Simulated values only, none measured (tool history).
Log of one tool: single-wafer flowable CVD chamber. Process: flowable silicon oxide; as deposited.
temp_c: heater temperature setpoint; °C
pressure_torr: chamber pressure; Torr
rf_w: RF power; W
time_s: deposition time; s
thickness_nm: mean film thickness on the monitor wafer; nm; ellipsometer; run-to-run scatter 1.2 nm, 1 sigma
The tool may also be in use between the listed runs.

| run | hour | temp_c | pressure_torr | rf_w | time_s | thickness_nm |
|---|---|---|---|---|---|---|
| 1 | 0 | 105 | 1.07 | 2090 | 517 | 325.41 |
| 2 | 5.5 | 105 | 1.07 | 2205 | 517 | 326.11 |
| 3 | 10.5 | 103 | 1.07 | 2205 | 517 | 351.65 |
| 4 | 16.5 | 103 | 0.96 | 2205 | 517 | 313.27 |
| 5 | 22.7 | 101 | 0.96 | 2205 | 517 | 334.42 |
| 6 | 28.5 | 101 | 0.96 | 2205 | 533 | 344.59 |
| 7 | 30.3 | 100 | 0.96 | 2205 | 533 | 355.46 |
| 8 | 34.9 | 99 | 0.96 | 2205 | 533 | 366.99 |

Forecast run 9:
| 9 | 43.8 | 98 | 0.96 | 2205 | 533 | ? |

Run 9 gave thickness_nm 380.18 nm.
